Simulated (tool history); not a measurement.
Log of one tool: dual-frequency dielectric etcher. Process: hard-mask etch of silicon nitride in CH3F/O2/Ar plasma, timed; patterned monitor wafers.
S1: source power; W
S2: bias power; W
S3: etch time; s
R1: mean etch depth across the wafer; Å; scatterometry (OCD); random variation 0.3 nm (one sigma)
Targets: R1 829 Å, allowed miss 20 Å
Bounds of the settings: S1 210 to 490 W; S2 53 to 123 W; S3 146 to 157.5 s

{"run": 1, "hour": 0.0, "S1": 350, "S2": 88, "S3": 157.5, "R1": 1103.7}
{"run": 2, "hour": 4.6, "S1": 350, "S2": 94, "S3": 157.5, "R1": 1129}
{"run": 3, "hour": 12.5, "S1": 350, "S2": 100, "S3": 157.5, "R1": 1148.5}
{"run": 4, "hour": 15.7, "S1": 350, "S2": 100, "S3": 157.5, "R1": 1142.9}
{"run": 5, "hour": 20.4, "S1": 350, "S2": 84, "S3": 157.5, "R1": 1089.5}
{"run": 6, "hour": 28.8, "S1": 290, "S2": 84, "S3": 157.5, "R1": 967.75}
{"run": 7, "hour": 31.4, "S1": 280, "S2": 83, "S3": 157.5, "R1": 941.68}
{"run": 8, "hour": 34.9, "S1": 270, "S2": 83, "S3": 157.5, "R1": 924.31}
{"run": 9, "hour": 35.9, "S1": 210, "S2": 72, "S3": 154.5, "R1": 692.78}
{"run": 10, "hour": 42.8, "S1": 220, "S2": 72, "S3": 154.5, "R1": 731.39}
{"run": 11, "hour": 51.8, "S1": 230, "S2": 72, "S3": 154.5, "R1": 768.8}

4 next moves are on the table. One of them brings every result within its allowed miss. Which?
{"run": "A", "hour": 60.8, "S1": 260, "S2": 66, "S3": 157.5, "R1": "?"}
{"run": "B", "hour": 60.8, "S1": 250, "S2": 88, "S3": 155.5, "R1": "?"}
{"run": "C", "hour": 60.8, "S1": 220, "S2": 69, "S3": 146, "R1": "?"}
{"run": "D", "hour": 60.8, "S1": 260, "S2": 76, "S3": 157.5, "R1": "?"}

move=A R1=835.53
move=B R1=874.78
move=C R1=682.12
move=D R1=871.13
A: meets every target
B: takes the result that was furthest off past its target
C: further off than the last run
D: takes the result that was furthest off past its target
Answer: A

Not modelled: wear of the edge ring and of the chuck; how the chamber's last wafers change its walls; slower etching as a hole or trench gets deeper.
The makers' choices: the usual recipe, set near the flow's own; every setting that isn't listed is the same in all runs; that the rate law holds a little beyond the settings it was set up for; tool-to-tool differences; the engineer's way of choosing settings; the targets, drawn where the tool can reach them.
